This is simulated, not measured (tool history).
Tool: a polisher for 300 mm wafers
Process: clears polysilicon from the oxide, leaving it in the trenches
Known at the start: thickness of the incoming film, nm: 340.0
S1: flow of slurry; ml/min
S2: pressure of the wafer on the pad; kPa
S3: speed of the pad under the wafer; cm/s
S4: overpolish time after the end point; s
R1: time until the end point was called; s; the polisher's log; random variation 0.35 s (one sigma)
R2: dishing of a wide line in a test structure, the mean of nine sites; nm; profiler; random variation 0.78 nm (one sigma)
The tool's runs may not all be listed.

run 1 day=0 | S1=295 S2=17.2 S3=90 S4=9 | R1=30.435 R2=37.607
run 2 day=0.146 | S1=240 S2=17.2 S3=90 S4=9 | R1=30.277 R2=35.739
run 3 day=0.296 | S1=240 S2=17.2 S3=90 S4=11 | R1=29.692 R2=39.992
run 4 day=0.35 | S1=240 S2=17.2 S3=90 S4=8 | R1=30.698 R2=35.932
run 5 day=0.683 | S1=240 S2=18.6 S3=92 S4=8 | R1=27.142 R2=36.468
run 6 day=0.946 | S1=240 S2=22.8 S3=92 S4=8 | R1=22.487 R2=38.376
run 7 day=1.154 | S1=240 S2=23.4 S3=92 S4=8 | R1=20.901 R2=39.227

Run 8 comes next. What will it give?
run 8 day=1.246 | S1=240 S2=24.1 S3=92 S4=8 | R1=? R2=?

{"run 8": {"R1": 21.813, "R2": 39.879}}
